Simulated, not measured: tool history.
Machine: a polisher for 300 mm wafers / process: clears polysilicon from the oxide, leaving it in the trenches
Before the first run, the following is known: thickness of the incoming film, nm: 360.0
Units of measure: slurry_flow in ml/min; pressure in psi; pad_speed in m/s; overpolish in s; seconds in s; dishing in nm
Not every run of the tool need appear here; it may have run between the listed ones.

run,hour,slurry_flow,pressure,pad_speed,overpolish,seconds,dishing
1,0.0,155,2.7,0.78,9,37.284,32.382
2,6.1,155,3.1,0.78,9,33.792,34.903
3,11.2,160,3.3,0.78,8,32.094,32.578
4,13.0,160,3.3,0.78,5,32.502,27.861
5,20.5,120,3.3,0.78,5,33.300,28.298
6,23.0,120,3.5,0.78,6,32.336,30.058
7,26.6,130,3.6,0.78,7,30.929,31.726
8,32.5,135,3.7,0.78,7,30.000,34.031
9,37.2,140,3.8,0.78,7,29.402,32.967

The next listed run, before its measurement:
10,38.6,145,3.9,0.78,7,?,?

Run 10 came out at seconds 28.484 s, dishing 33.612 nm.

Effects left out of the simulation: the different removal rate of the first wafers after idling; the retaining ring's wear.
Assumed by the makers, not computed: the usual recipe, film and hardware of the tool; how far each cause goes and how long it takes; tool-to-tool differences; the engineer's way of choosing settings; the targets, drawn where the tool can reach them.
